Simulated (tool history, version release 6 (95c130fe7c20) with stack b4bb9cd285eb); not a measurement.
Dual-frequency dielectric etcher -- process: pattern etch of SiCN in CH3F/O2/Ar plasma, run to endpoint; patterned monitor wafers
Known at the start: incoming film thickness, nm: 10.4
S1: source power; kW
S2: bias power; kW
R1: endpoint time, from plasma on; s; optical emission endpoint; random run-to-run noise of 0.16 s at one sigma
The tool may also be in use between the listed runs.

run	day	S1	S2	R1
1	0	0.46	0.092	23.613
2	0.321	0.43	0.09	24.646
3	0.35	0.49	0.09	22.994
4	0.658	0.49	0.102	21.963
5	0.842	0.49	0.108	21.667
6	1.212	0.53	0.108	20.712
7	1.462	0.48	0.105	21.964

What will run 8 give?
8	1.738	0.48	0.105	?

R1: 22.207 s

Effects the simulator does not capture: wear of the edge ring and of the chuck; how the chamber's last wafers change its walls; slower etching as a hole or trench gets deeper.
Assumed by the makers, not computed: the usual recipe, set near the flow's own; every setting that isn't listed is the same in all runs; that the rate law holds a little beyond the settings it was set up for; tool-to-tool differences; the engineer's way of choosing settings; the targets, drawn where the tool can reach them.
